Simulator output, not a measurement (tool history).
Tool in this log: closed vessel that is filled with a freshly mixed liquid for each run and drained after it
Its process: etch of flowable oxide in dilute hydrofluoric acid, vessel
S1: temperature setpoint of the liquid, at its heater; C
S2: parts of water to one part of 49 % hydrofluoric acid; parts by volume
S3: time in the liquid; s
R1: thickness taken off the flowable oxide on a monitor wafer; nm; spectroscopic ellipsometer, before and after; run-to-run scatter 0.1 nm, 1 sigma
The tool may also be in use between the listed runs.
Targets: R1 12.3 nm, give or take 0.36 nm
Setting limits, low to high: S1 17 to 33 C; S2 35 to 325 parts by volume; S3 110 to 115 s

Run 1, hour 0: S1 25 C, S2 180 parts by volume, S3 110 s. Result: R1 14.002 nm.
Run 2, hour 5.3: S1 28.5 C, S2 180 parts by volume, S3 110 s. Result: R1 15.531 nm.
Run 3, hour 7: S1 27.5 C, S2 180 parts by volume, S3 110 s. Result: R1 15.017 nm.
Run 4, hour 14.3: S1 27.5 C, S2 180 parts by volume, S3 115 s. Result: R1 15.833 nm.
Run 5, hour 18.2: S1 27.5 C, S2 180 parts by volume, S3 110 s. Result: R1 14.944 nm.
Run 6, hour 21.3: S1 27.5 C, S2 180 parts by volume, S3 110 s. Result: R1 15.095 nm.
Run 7, hour 23.8: S1 26.5 C, S2 180 parts by volume, S3 110 s. Result: R1 14.577 nm.
Run 8, hour 27.9: S1 25.5 C, S2 180 parts by volume, S3 110 s. Result: R1 13.743 nm.
Run 9, hour 34.8: S1 25 C, S2 180 parts by volume, S3 110 s. Result: R1 13.871 nm.
Run 10, hour 36.8: S1 24.5 C, S2 180 parts by volume, S3 110 s. Result: R1 13.589 nm.
Run 11, hour 42.6: S1 24 C, S2 180 parts by volume, S3 110 s. Result: R1 13.22 nm.

Next run, 4 choices. One meets every target within its allowed miss, the rest don't. Which?
Run A, hour 48.4: S1 24 C, S2 190 parts by volume, S3 110 s. Result: R1 ?.
Run B, hour 48.4: S1 29 C, S2 230 parts by volume, S3 110 s. Result: R1 ?.
Run C, hour 48.4: S1 27.5 C, S2 180 parts by volume, S3 110 s. Result: R1 ?.
Run D, hour 48.4: S1 22.5 C, S2 160 parts by volume, S3 110 s. Result: R1 ?.

move      R1
   A   12.37
   B  11.678
   C  15.013
   D  14.338
A: in spec on every target
B: moves the result that the last run missed by most past its target, out the other side
C: the biggest miss grows against the last run
D: the biggest miss grows against the last run
So the answer is move A, the one that meets all the targets.
